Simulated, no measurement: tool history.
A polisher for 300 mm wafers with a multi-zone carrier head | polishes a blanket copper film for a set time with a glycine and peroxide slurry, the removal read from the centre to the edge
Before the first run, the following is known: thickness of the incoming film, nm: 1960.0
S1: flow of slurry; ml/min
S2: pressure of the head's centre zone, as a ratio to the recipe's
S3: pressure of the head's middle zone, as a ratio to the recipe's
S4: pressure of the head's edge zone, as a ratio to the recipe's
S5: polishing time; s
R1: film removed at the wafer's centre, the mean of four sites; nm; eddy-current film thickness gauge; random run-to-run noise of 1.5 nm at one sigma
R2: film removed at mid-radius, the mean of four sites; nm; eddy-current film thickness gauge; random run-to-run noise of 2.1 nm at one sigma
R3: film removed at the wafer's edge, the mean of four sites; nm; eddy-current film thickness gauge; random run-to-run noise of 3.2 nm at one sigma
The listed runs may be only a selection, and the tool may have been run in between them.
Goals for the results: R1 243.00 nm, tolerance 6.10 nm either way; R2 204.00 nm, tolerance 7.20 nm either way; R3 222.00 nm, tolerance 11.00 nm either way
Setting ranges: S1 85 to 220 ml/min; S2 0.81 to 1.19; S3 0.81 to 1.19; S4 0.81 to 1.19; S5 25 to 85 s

run	day	S1	S2	S3	S4	S5	R1	R2	R3
1	0.000	140	1.00	1.00	1.00	55	191.71	192.70	195.28
2	0.362	155	1.03	0.99	1.02	55	204.82	190.68	202.61
3	0.638	165	1.04	1.00	1.02	55	206.96	197.30	200.90
4	1.000	170	1.06	1.00	1.04	55	213.29	197.70	202.32
5	1.342	170	1.06	1.00	1.08	55	211.79	198.13	206.47
6	1.396	170	1.06	0.93	1.08	55	211.44	181.71	209.41
7	1.512	180	1.07	0.94	1.09	55	218.81	191.46	210.45
8	1.775	185	1.08	0.94	1.10	55	220.93	189.94	208.32
9	2.062	190	1.09	0.94	1.11	56	229.24	195.86	213.94
10	2.254	195	1.09	0.94	1.12	56	227.59	194.35	211.31
11	2.542	195	1.10	0.94	1.12	57	236.36	201.20	220.11

Of the 5 settings listed for the next run, only one would bring every result within its allowed miss of target. Which one?
A	2.829	210	1.10	0.92	1.05	58	?	?	?
B	2.829	125	1.04	0.87	1.12	67	?	?	?
C	2.829	220	1.09	1.07	1.17	55	?	?	?
D	2.829	195	1.10	1.00	1.07	59	?	?	?
E	2.829	160	1.11	0.93	1.11	58	?	?	?

move	R1	R2	R3
A	238.73	199.11	215.49
B	232.81	198.68	238.55
C	226.17	215.83	215.49
D	240.02	214.83	219.04
E	229.06	191.98	213.73
A: every result lands within tolerance
B: further off than the last run
C: further off than the last run
D: gets the furthest-off result to its target, but another result is out of tolerance
E: further off than the last run
Answer: A
